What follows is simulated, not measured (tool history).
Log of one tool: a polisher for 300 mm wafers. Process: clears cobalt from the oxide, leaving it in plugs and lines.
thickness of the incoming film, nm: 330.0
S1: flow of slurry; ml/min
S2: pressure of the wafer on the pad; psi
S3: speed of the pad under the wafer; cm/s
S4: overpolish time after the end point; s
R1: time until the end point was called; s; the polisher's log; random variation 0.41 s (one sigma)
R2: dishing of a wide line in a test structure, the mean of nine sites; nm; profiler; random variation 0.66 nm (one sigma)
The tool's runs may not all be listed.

Run 1, day 0: S1 185 ml/min, S2 1.9 psi, S3 114 cm/s, S4 10 s. Result: R1 80.638 s, R2 30.102 nm.
Run 2, day 0.367: S1 185 ml/min, S2 1.7 psi, S3 114 cm/s, S4 10 s. Result: R1 90.922 s, R2 27.815 nm.
Run 3, day 0.55: S1 185 ml/min, S2 1.3 psi, S3 114 cm/s, S4 10 s. Result: R1 118.47 s, R2 23.345 nm.
Run 4, day 0.646: S1 185 ml/min, S2 1.4 psi, S3 114 cm/s, S4 10 s. Result: R1 109.03 s, R2 24.838 nm.
Run 5, day 0.804: S1 185 ml/min, S2 1.5 psi, S3 114 cm/s, S4 10 s. Result: R1 101.88 s, R2 26.157 nm.
Run 6, day 1.171: S1 185 ml/min, S2 1.6 psi, S3 114 cm/s, S4 10 s. Result: R1 95.164 s, R2 27.058 nm.
Run 7, day 1.329: S1 200 ml/min, S2 2.2 psi, S3 116 cm/s, S4 13 s. Result: R1 68.212 s, R2 38.129 nm.
Run 8, day 1.408: S1 200 ml/min, S2 2.3 psi, S3 116 cm/s, S4 13 s. Result: R1 65.116 s, R2 40.588 nm.
Run 9, day 1.433: S1 200 ml/min, S2 2.4 psi, S3 116 cm/s, S4 13 s. Result: R1 62.359 s, R2 40.375 nm.
Run 10, day 1.496: S1 200 ml/min, S2 2.5 psi, S3 116 cm/s, S4 13 s. Result: R1 59.901 s, R2 40.585 nm.
Run 11, day 1.75: S1 200 ml/min, S2 2.6 psi, S3 116 cm/s, S4 13 s. Result: R1 57.933 s, R2 42.086 nm.
Run 12, day 1.975: S1 205 ml/min, S2 2.6 psi, S3 116 cm/s, S4 13 s. Result: R1 59.05 s, R2 42.086 nm.
Run 13, day 2.133: S1 200 ml/min, S2 2.8 psi, S3 122 cm/s, S4 13 s. Result: R1 51.539 s, R2 45.196 nm.
Run 14, day 2.196: S1 215 ml/min, S2 2.9 psi, S3 124 cm/s, S4 13 s. Result: R1 48.919 s, R2 47.118 nm.
Run 15, day 2.367: S1 215 ml/min, S2 2.9 psi, S3 128 cm/s, S4 13 s. Result: R1 47.023 s, R2 47.185 nm.
Run 16, day 2.533: S1 215 ml/min, S2 2.9 psi, S3 128 cm/s, S4 14 s. Result: R1 46.482 s, R2 47.263 nm.
Run 17, day 2.762: S1 215 ml/min, S2 2.9 psi, S3 126 cm/s, S4 15 s. Result: R1 47.308 s, R2 48.095 nm.

The next listed run, before its measurement:
Run 18, day 3.112: S1 215 ml/min, S2 2.9 psi, S3 126 cm/s, S4 15 s. Result: R1 ?, R2 ?.

R1: 47.792 s
R2: 47.782 nm
